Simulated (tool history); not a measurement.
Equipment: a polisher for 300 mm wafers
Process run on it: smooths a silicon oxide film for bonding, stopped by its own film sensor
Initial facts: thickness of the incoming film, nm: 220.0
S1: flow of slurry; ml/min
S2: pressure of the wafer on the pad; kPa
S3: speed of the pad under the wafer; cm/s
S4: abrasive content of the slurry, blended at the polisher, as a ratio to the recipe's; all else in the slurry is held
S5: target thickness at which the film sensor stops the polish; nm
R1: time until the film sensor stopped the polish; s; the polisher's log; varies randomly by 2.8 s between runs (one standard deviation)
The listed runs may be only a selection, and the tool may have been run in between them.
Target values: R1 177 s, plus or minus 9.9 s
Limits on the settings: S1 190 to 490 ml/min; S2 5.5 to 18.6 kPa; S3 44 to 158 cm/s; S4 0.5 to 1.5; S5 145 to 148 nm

run 1 hour=0 | S1=315 S2=11.7 S3=100 S4=1 S5=148 | R1=125
run 2 hour=3.2 | S1=315 S2=10.3 S3=98 S4=1 S5=148 | R1=133.21
run 3 hour=11.3 | S1=315 S2=10.3 S3=98 S4=0.9 S5=148 | R1=144.17
run 4 hour=13.3 | S1=315 S2=10.3 S3=98 S4=0.9 S5=145 | R1=148.75
run 5 hour=17.5 | S1=315 S2=10.3 S3=122 S4=0.9 S5=145 | R1=125.96
run 6 hour=20.6 | S1=360 S2=10.3 S3=122 S4=0.9 S5=145 | R1=130.59
run 7 hour=26.9 | S1=360 S2=9 S3=120 S4=0.9 S5=145 | R1=138.22
run 8 hour=28.4 | S1=360 S2=8.3 S3=116 S4=0.9 S5=145 | R1=147.53
run 9 hour=33.6 | S1=360 S2=7.6 S3=114 S4=0.9 S5=145 | R1=158.52
run 10 hour=38.4 | S1=360 S2=7.6 S3=114 S4=0.9 S5=145 | R1=158.71

Of the 4 settings listed for the next run, only one would bring every result within its allowed miss of target. Which one?
run A hour=43.2 | S1=415 S2=8.3 S3=138 S4=0.8 S5=145 | R1=?
run B hour=43.2 | S1=345 S2=5.5 S3=116 S4=1.1 S5=146 | R1=?
run C hour=43.2 | S1=305 S2=6.2 S3=108 S4=0.8 S5=145 | R1=?
run D hour=43.2 | S1=360 S2=8.3 S3=90 S4=0.95 S5=145 | R1=?

move=A R1=143.39
move=B R1=157.94
move=C R1=202.42
move=D R1=174.39
A: misses by more than the last run did
B: roughly where the last run was
C: pushes the last run's worst result past its target
D: in spec on every target
D is the move that brings every result within its allowed miss.
